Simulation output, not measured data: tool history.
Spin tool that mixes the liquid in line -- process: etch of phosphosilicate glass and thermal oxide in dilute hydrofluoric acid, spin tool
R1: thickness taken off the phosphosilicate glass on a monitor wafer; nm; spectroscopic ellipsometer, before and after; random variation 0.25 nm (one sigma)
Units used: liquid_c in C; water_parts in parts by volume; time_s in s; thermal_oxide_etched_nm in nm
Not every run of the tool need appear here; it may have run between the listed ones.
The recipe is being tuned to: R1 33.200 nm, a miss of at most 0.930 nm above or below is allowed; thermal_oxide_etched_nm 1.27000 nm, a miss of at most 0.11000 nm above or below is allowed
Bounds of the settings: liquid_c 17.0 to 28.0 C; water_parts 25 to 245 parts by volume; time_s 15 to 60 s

Run 1, hour 0.0: liquid_c 20.0 C, water_parts 135 parts by volume, time_s 30 s. Result: R1 20.899 nm, thermal_oxide_etched_nm 0.83211 nm.
Run 2, hour 3.3: liquid_c 20.0 C, water_parts 135 parts by volume, time_s 25 s. Result: R1 17.668 nm, thermal_oxide_etched_nm 0.69529 nm.
Run 3, hour 11.4: liquid_c 20.0 C, water_parts 135 parts by volume, time_s 15 s. Result: R1 10.411 nm, thermal_oxide_etched_nm 0.39087 nm.
Run 4, hour 18.4: liquid_c 21.0 C, water_parts 120 parts by volume, time_s 15 s. Result: R1 12.457 nm, thermal_oxide_etched_nm 0.45250 nm.
Run 5, hour 27.2: liquid_c 19.5 C, water_parts 120 parts by volume, time_s 15 s. Result: R1 11.739 nm, thermal_oxide_etched_nm 0.46116 nm.
Run 6, hour 31.7: liquid_c 20.0 C, water_parts 105 parts by volume, time_s 15 s. Result: R1 14.137 nm, thermal_oxide_etched_nm 0.55710 nm.
At hour 33.1: hydrofluoric acid flow meter replaced.
Run 7, hour 33.1: liquid_c 20.5 C, water_parts 95 parts by volume, time_s 15 s. Result: R1 17.355 nm, thermal_oxide_etched_nm 0.64263 nm.
Run 8, hour 40.6: liquid_c 20.5 C, water_parts 90 parts by volume, time_s 15 s. Result: R1 18.372 nm, thermal_oxide_etched_nm 0.68988 nm.
Run 9, hour 42.6: liquid_c 20.5 C, water_parts 85 parts by volume, time_s 15 s. Result: R1 19.434 nm, thermal_oxide_etched_nm 0.74954 nm.
Run 10, hour 46.0: liquid_c 24.5 C, water_parts 50 parts by volume, time_s 15 s. Result: R1 40.569 nm, thermal_oxide_etched_nm 1.57870 nm.
Run 11, hour 49.9: liquid_c 24.0 C, water_parts 50 parts by volume, time_s 15 s. Result: R1 39.670 nm, thermal_oxide_etched_nm 1.51640 nm.
Run 12, hour 55.1: liquid_c 23.5 C, water_parts 50 parts by volume, time_s 15 s. Result: R1 38.857 nm, thermal_oxide_etched_nm 1.50440 nm.
Run 13, hour 57.0: liquid_c 23.0 C, water_parts 50 parts by volume, time_s 15 s. Result: R1 38.324 nm, thermal_oxide_etched_nm 1.40240 nm.

Next run, 4 choices. One meets every target within its allowed miss, the rest don't. Which?
Run A, hour 58.9: liquid_c 28.0 C, water_parts 135 parts by volume, time_s 30 s. Result: R1 ?, thermal_oxide_etched_nm ?.
Run B, hour 58.9: liquid_c 26.5 C, water_parts 80 parts by volume, time_s 20 s. Result: R1 ?, thermal_oxide_etched_nm ?.
Run C, hour 58.9: liquid_c 24.0 C, water_parts 60 parts by volume, time_s 20 s. Result: R1 ?, thermal_oxide_etched_nm ?.
Run D, hour 58.9: liquid_c 26.5 C, water_parts 65 parts by volume, time_s 15 s. Result: R1 ?, thermal_oxide_etched_nm ?.

move      R1  thermal_oxide_etched_nm
   A  30.987                  1.22710
   B  35.378                  1.40100
   C  43.820                  1.73530
   D  33.331                  1.31990
A: carries the result that was furthest off beyond its target, to the other side
B: nearer the targets than the last run, but a result is still out of spec
C: misses by more than the last run did
D: in spec on every target
So the answer is move D, the one that meets all the targets.
